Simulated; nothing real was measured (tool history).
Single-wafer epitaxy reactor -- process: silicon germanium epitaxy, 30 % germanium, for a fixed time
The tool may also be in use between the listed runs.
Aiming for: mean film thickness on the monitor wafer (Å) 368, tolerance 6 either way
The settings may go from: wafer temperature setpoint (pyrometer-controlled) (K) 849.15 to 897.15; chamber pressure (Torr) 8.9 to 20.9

run,hour,wafer temperature setpoint (pyrometer-controlled) (K),chamber pressure (Torr),mean film thickness on the monitor wafer (Å)
1,0,873.15,14.9,518.95
2,5.1,873.15,12.9,483.72
3,10.1,881.15,12.9,552.8
4,15.5,881.15,15.5,596.87
5,17.4,876.15,15.4,547.1
6,22.6,876.15,13.4,517.18
7,23.3,873.15,13.4,492.3
8,28.1,870.15,13.4,469.21
9,33,868.15,13.4,454.23

Consider the 4 candidate settings below. Which is the only one whose results all fall within their allowed miss of target?
A,37.9,860.15,12.7,?
B,37.9,860.15,12.6,?
C,37.9,859.15,12.7,?
D,37.9,859.15,11.6,?

move,mean film thickness on the monitor wafer (Å)
A,388.81
B,387.38
C,382.44
D,366.48
A: nearer the targets than the last run, but a result is still out of spec
B: nearer the targets than the last run, but a result is still out of spec
C: nearer the targets than the last run, but a result is still out of spec
D: hits every target within its allowed miss
Go with D: it meets all targets.
